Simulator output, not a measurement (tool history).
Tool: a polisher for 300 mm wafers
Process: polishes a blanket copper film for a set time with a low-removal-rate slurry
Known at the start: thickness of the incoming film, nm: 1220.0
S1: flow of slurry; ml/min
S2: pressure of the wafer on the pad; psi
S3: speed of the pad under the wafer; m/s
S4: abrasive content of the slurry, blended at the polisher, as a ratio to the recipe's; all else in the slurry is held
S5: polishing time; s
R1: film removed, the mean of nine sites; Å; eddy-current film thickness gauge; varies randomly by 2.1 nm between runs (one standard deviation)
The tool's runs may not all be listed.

| run | hour | S1 | S2 | S3 | S4 | S5 | R1 |
|---|---|---|---|---|---|---|---|
| 1 | 0 | 315 | 3.1 | 1.24 | 1 | 53 | 2024.2 |
| 2 | 6.7 | 315 | 3.1 | 1.24 | 1 | 55 | 2134.3 |
| 3 | 10.1 | 315 | 3.7 | 1.24 | 1 | 55 | 2508.8 |
| 4 | 12.6 | 315 | 3.1 | 1.24 | 1 | 55 | 2143 |
| 5 | 19.3 | 265 | 3.1 | 1.24 | 1 | 55 | 2069.5 |
| 6 | 20.6 | 265 | 3.1 | 1.24 | 0.85 | 55 | 2038.9 |
| 7 | 26.3 | 280 | 4 | 1.26 | 0.85 | 55 | 2656.3 |
| 8 | 33.9 | 290 | 4.1 | 1.26 | 0.85 | 55 | 2733.7 |
| 9 | 34.9 | 295 | 4.1 | 1.26 | 0.85 | 55 | 2723 |

Run 10, settings as shown, results not yet in. Your forecast:
|  | 39 | head pressure recalibrated |
| 10 | 39 | 300 | 4.2 | 1.26 | 0.85 | 55 | ? |

Run 10 came out at R1 2584.8 Å.
